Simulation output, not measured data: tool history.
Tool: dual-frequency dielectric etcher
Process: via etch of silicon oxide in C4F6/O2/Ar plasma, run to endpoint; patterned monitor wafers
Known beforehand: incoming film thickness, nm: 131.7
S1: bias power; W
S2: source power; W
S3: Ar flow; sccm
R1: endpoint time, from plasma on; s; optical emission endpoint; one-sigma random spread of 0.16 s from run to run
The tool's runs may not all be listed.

{"run": 1, "hour": 0.0, "S1": 483, "S2": 450, "S3": 396, "R1": 26.845}
{"run": 2, "hour": 6.0, "S1": 483, "S2": 410, "S3": 396, "R1": 28.045}
{"run": 3, "hour": 14.2, "S1": 483, "S2": 440, "S3": 396, "R1": 27.323}
{"run": 4, "hour": 16.6, "S1": 539, "S2": 480, "S3": 386, "R1": 24.833}
{"run": 5, "hour": 21.1, "S1": 539, "S2": 410, "S3": 386, "R1": 25.823}
{"run": 6, "hour": 22.2, "S1": 539, "S2": 450, "S3": 386, "R1": 25.052}
{"hour": 30.6, "done": "Ar flow controller replaced"}
{"run": 7, "hour": 30.6, "S1": 577, "S2": 460, "S3": 384, "R1": 23.829}
{"run": 8, "hour": 39.6, "S1": 604, "S2": 470, "S3": 382, "R1": 23.0}

What will run 9 give?
{"run": 9, "hour": 45.1, "S1": 623, "S2": 470, "S3": 381, "R1": "?"}

R1: 23.078 s
